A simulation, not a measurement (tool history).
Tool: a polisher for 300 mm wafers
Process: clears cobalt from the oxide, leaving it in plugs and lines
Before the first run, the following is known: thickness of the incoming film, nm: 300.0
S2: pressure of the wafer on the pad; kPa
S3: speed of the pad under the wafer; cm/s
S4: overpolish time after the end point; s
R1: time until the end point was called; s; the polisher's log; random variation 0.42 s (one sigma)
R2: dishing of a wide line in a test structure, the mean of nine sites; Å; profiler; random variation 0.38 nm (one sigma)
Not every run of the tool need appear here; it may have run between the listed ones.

{"run": 1, "hour": 0.0, "flow of slurry (ml/min)": 315, "S2": 14.5, "S3": 112, "S4": 14, "R1": 49.051, "R2": 344.1}
{"run": 2, "hour": 7.2, "flow of slurry (ml/min)": 315, "S2": 16.5, "S3": 112, "S4": 14, "R1": 43.69, "R2": 355.65}
{"run": 3, "hour": 9.3, "flow of slurry (ml/min)": 315, "S2": 16.5, "S3": 112, "S4": 17, "R1": 42.864, "R2": 366.51}
{"run": 4, "hour": 10.6, "flow of slurry (ml/min)": 270, "S2": 16.5, "S3": 112, "S4": 17, "R1": 44.367, "R2": 369.6}
{"run": 5, "hour": 15.6, "flow of slurry (ml/min)": 315, "S2": 17.9, "S3": 106, "S4": 14, "R1": 41.623, "R2": 361.23}
{"run": 6, "hour": 24.1, "flow of slurry (ml/min)": 315, "S2": 17.9, "S3": 106, "S4": 19, "R1": 40.429, "R2": 383.44}
{"run": 7, "hour": 27.2, "flow of slurry (ml/min)": 350, "S2": 18.6, "S3": 102, "S4": 16, "R1": 41.575, "R2": 364.67}
{"run": 8, "hour": 31.7, "flow of slurry (ml/min)": 380, "S2": 19.3, "S3": 102, "S4": 14, "R1": 39.192, "R2": 367.13}
{"run": 9, "hour": 39.2, "flow of slurry (ml/min)": 340, "S2": 20, "S3": 102, "S4": 12, "R1": 38.267, "R2": 359.15}
{"run": 10, "hour": 48.1, "flow of slurry (ml/min)": 430, "S2": 17.9, "S3": 124, "S4": 6, "R1": 36.057, "R2": 280.73}

Run 11 is up next; what results do you expect?
{"run": 11, "hour": 50.2, "flow of slurry (ml/min)": 490, "S2": 13.8, "S3": 156, "S4": 4, "R1": "?", "R2": "?"}

{"run 11": {"R1": 38.643, "R2": 207.86}}
